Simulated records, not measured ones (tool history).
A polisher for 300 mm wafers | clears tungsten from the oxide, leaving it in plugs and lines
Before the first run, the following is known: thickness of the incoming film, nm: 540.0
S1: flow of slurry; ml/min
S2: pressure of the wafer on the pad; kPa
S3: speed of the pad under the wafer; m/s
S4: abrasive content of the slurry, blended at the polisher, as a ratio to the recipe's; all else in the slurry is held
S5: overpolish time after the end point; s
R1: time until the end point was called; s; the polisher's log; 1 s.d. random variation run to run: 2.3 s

| run | day | S1 | S2 | S3 | S4 | S5 | R1 |
|---|---|---|---|---|---|---|---|
| 1 | 0.000 | 205 | 20.0 | 1.36 | 1.0 | 9 | 112.63 |
| 2 | 0.246 | 205 | 20.0 | 1.20 | 1.0 | 9 | 120.33 |
| 3 | 0.533 | 230 | 20.0 | 1.20 | 1.0 | 9 | 120.10 |
| 4 | 0.904 | 230 | 17.9 | 1.18 | 1.0 | 9 | 131.43 |
| 5 | 0.942 | 225 | 15.9 | 1.16 | 1.0 | 9 | 150.42 |
| 6 | 1.254 | 225 | 15.9 | 0.88 | 1.0 | 9 | 174.36 |
| 7 | 1.400 | 225 | 15.2 | 0.88 | 1.0 | 9 | 182.34 |

Run 8 has not been measured yet. What should we expect?
| 8 | 1.633 | 220 | 14.5 | 0.88 | 1.0 | 9 | ? |

R1: 189.30 s

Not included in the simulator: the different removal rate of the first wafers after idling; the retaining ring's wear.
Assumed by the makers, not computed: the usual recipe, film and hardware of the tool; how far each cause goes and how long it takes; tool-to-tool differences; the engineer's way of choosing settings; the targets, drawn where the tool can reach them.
